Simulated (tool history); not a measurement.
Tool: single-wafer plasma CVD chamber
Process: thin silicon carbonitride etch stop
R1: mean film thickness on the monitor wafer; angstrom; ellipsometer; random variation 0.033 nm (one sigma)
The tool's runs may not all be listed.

Run 1, hour 0.0: RF power (W) 205, deposition time (s) 18.3. Result: R1 97.816 angstrom.
Run 2, hour 0.5: RF power (W) 230, deposition time (s) 18.3. Result: R1 102.430 angstrom.
Run 3, hour 5.6: RF power (W) 215, deposition time (s) 18.3. Result: R1 99.268 angstrom.
Run 4, hour 7.3: RF power (W) 200, deposition time (s) 17.6. Result: R1 93.915 angstrom.
Run 5, hour 12.0: RF power (W) 200, deposition time (s) 18.5. Result: R1 98.552 angstrom.
Run 6, hour 19.7: RF power (W) 190, deposition time (s) 17.6. Result: R1 92.186 angstrom.
Run 7, hour 23.6: RF power (W) 180, deposition time (s) 17.0. Result: R1 88.024 angstrom.
Run 8, hour 29.5: RF power (W) 175, deposition time (s) 16.6. Result: R1 84.323 angstrom.
Run 9, hour 33.5: RF power (W) 170, deposition time (s) 16.5. Result: R1 83.488 angstrom.
Run 10, hour 35.0: RF power (W) 170, deposition time (s) 16.5. Result: R1 83.465 angstrom.

The next listed run, before its measurement:
Run 11, hour 43.3: RF power (W) 165, deposition time (s) 16.4. Result: R1 ?.

{"run 11": {"R1": 82.521}}
